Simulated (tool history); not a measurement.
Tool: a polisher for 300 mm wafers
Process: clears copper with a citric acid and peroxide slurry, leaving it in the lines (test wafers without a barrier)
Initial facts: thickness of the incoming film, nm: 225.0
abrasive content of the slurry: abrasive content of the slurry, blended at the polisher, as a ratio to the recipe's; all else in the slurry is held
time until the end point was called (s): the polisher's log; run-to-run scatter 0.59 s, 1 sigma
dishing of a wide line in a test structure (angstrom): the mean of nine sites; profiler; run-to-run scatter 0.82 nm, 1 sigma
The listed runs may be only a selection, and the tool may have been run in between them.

run,hour,flow of slurry (ml/min),pressure of the wafer on the pad (psi),speed of the pad under the wafer (m/s),abrasive content of the slurry,overpolish time after the end point (s),time until the end point was called (s),dishing of a wide line in a test structure (angstrom)
1,0.0,245,2.1,1.38,1.00,14,108.960,210.54
2,4.0,245,2.1,1.38,1.00,17,109.650,248.15
3,9.8,245,2.1,1.14,1.00,17,133.390,212.08
4,18.0,245,1.6,1.14,1.00,17,171.500,172.15
5,21.2,245,1.6,1.14,0.90,17,172.750,162.90
6,24.4,245,1.6,1.14,0.80,17,176.570,163.18
7,32.4,255,2.2,1.36,0.75,20,109.310,289.79
8,40.6,260,2.3,1.36,0.75,20,105.490,295.71
9,43.7,260,2.4,1.36,0.75,20,101.820,305.05
10,48.2,260,2.5,1.36,0.75,20,98.484,330.26
11,52.9,260,2.6,1.36,0.75,20,92.664,329.84
12,55.3,260,2.7,1.36,0.75,20,90.593,343.49

Run 13 comes next. What will it give?
13,62.7,275,3.2,1.38,0.75,20,?,?

Run 13 came out at time until the end point was called (s) 74.961, dishing of a wide line in a test structure (angstrom) 392.16.

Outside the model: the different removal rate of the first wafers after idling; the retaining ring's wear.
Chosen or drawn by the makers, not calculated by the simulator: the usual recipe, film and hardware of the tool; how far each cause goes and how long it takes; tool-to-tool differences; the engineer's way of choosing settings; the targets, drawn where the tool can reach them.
